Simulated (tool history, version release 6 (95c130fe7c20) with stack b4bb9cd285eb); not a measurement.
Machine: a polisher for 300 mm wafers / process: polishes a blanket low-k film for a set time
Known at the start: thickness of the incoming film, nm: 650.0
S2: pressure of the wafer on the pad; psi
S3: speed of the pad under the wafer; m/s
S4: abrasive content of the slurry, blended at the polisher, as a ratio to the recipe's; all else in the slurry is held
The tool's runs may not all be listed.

{"run": 1, "hour": 0.0, "flow of slurry (ml/min)": 200, "S2": 1.2, "S3": 1.14, "S4": 1.0, "polishing time (s)": 49, "film removed (Å)": 116.86}
{"run": 2, "hour": 9.0, "flow of slurry (ml/min)": 155, "S2": 1.2, "S3": 1.14, "S4": 1.0, "polishing time (s)": 49, "film removed (Å)": 113.36}
{"run": 3, "hour": 13.9, "flow of slurry (ml/min)": 155, "S2": 0.9, "S3": 1.14, "S4": 1.0, "polishing time (s)": 49, "film removed (Å)": 89.693}
{"run": 4, "hour": 16.0, "flow of slurry (ml/min)": 160, "S2": 1.0, "S3": 1.14, "S4": 1.0, "polishing time (s)": 49, "film removed (Å)": 97.958}
{"run": 5, "hour": 20.7, "flow of slurry (ml/min)": 165, "S2": 1.1, "S3": 1.14, "S4": 1.0, "polishing time (s)": 49, "film removed (Å)": 105.72}
{"run": 6, "hour": 22.5, "flow of slurry (ml/min)": 170, "S2": 1.2, "S3": 1.14, "S4": 1.0, "polishing time (s)": 49, "film removed (Å)": 114.24}
{"run": 7, "hour": 24.6, "flow of slurry (ml/min)": 175, "S2": 1.2, "S3": 1.14, "S4": 1.0, "polishing time (s)": 49, "film removed (Å)": 116.7}
{"run": 8, "hour": 28.1, "flow of slurry (ml/min)": 175, "S2": 1.2, "S3": 1.14, "S4": 1.0, "polishing time (s)": 49, "film removed (Å)": 114.0}
{"run": 9, "hour": 28.7, "flow of slurry (ml/min)": 180, "S2": 1.2, "S3": 1.14, "S4": 1.0, "polishing time (s)": 49, "film removed (Å)": 114.93}

Run 10, settings as shown, results not yet in. Your forecast:
{"run": 10, "hour": 36.2, "flow of slurry (ml/min)": 185, "S2": 1.3, "S3": 1.14, "S4": 1.0, "polishing time (s)": 49, "film removed (Å)": "?"}

Run 10 yielded film removed (Å) 122.600.

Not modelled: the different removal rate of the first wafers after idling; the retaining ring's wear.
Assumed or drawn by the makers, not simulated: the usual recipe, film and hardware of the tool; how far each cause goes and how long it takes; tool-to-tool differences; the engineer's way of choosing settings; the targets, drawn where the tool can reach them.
